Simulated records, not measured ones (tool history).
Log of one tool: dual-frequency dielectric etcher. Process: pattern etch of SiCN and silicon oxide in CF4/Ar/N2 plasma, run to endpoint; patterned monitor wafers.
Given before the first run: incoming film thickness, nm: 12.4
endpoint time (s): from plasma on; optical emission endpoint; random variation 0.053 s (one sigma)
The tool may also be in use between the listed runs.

| run | day | source power (kW) | bias power (kW) | Ar flow (sccm) | CF4 flow (sccm) | endpoint time (s) |
|---|---|---|---|---|---|---|
| 1 | 0 | 0.48 | 0.056 | 73 | 48 | 14.615 |
| 2 | 0.033 | 0.48 | 0.065 | 73 | 48 | 14.11 |
| 3 | 0.279 | 0.46 | 0.065 | 73 | 48 | 14.481 |
| 4 | 0.396 | 0.44 | 0.065 | 73 | 48 | 14.947 |
| 5 | 0.446 | 0.42 | 0.065 | 73 | 48 | 15.578 |
| 6 | 0.712 | 0.42 | 0.065 | 73 | 43 | 15.697 |
| 7 | 0.904 | 0.42 | 0.065 | 73 | 43 | 15.866 |
| 8 | 0.933 | 0.41 | 0.065 | 73 | 43 | 15.99 |

Run 9, settings as shown, results not yet in. Your forecast:
| 9 | 1.054 | 0.4 | 0.065 | 73 | 43 | ? |

{"run 9": {"endpoint time (s)": 16.311}}
